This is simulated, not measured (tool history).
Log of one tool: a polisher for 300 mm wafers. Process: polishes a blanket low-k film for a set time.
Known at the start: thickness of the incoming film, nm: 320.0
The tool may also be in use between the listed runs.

run  hour  flow of slurry (ml/min)  pressure of the wafer on the pad (psi)  speed of the pad under the wafer (cm/s)  abrasive content of the slurry  polishing time (s)  film removed (nm)
  1   0.0                      195                                     1.8                                       96                             1.0                  28             8.8017
  2   0.9                      200                                     1.9                                       96                             1.0                  28             9.3862
  3   3.6                      200                                     1.9                                      106                             1.0                  28            10.0810
  4   9.0                      205                                     1.9                                      106                             1.0                  28             9.9769
  5  16.1                      205                                     1.9                                      106                             1.0                  24             8.7047
  6  25.0                      205                                     1.5                                      106                             1.0                  24             7.0006
  7  29.6                      205                                     1.7                                      106                             1.0                  24             8.0415
  8  37.7                      205                                     1.9                                      106                             1.0                  24             8.7259
  9  43.4                      205                                     2.0                                      106                             1.0                  24             8.9889

Forecast run 10:
 10  49.0                      205                                     2.1                                      106                             1.0                  24                  ?

film removed (nm): 9.6492
